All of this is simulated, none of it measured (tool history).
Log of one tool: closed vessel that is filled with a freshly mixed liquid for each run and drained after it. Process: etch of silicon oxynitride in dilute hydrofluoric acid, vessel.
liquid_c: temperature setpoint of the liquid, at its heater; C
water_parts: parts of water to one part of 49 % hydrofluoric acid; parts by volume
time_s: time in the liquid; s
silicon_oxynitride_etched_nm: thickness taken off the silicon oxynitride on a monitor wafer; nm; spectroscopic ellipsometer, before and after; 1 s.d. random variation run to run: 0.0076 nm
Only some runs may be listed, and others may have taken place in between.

run  hour  liquid_c  water_parts  time_s  silicon_oxynitride_etched_nm
  1   0.0      21.0           50      55                        3.1068
  2   5.4      21.0           50      45                        2.5499
  3  12.8      23.5           50      45                        2.8713
  4  17.0      23.5           40      45                        3.6082
  5  19.8      23.5           40      45                        3.6513
  6  28.6      23.5           40      45                        3.6242
  7  35.8      21.5           50      45                        2.6196

Predict the results of run 8:
  8  44.4      20.0           55      45                             ?

{"run 8": {"silicon_oxynitride_etched_nm": 2.1956}}
